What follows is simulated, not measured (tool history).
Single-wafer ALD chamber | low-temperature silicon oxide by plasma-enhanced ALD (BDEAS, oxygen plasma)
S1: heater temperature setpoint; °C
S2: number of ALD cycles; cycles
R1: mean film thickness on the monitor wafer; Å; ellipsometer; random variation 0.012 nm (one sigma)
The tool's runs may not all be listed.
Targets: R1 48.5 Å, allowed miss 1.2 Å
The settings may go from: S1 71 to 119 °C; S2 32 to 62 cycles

run 1 hour=0 | S1=95 S2=47 | R1=61.532
run 2 hour=4.4 | S1=97 S2=45 | R1=58.886
run 3 hour=6.2 | S1=92 S2=45 | R1=59.848
run 4 hour=7.4 | S1=94 S2=44 | R1=58.043
run 5 hour=13.4 | S1=94 S2=40 | R1=52.526
run 6 hour=19 | S1=89 S2=40 | R1=53.412
run 7 hour=27.5 | S1=91 S2=39 | R1=52.002
run 8 hour=34.5 | S1=99 S2=36 | R1=46.835

Which of these 4 next moves meets every target?
run A hour=41.5 | S1=99 S2=37 | R1=?
run B hour=41.5 | S1=108 S2=40 | R1=?
run C hour=41.5 | S1=94 S2=34 | R1=?
run D hour=41.5 | S1=95 S2=39 | R1=?

move=A R1=48.318
move=B R1=51.487
move=C R1=44.994
move=D R1=51.449
A: meets every target
B: takes the result that was furthest off past its target
C: further off than the last run
D: takes the result that was furthest off past its target
Move A is the one to make.
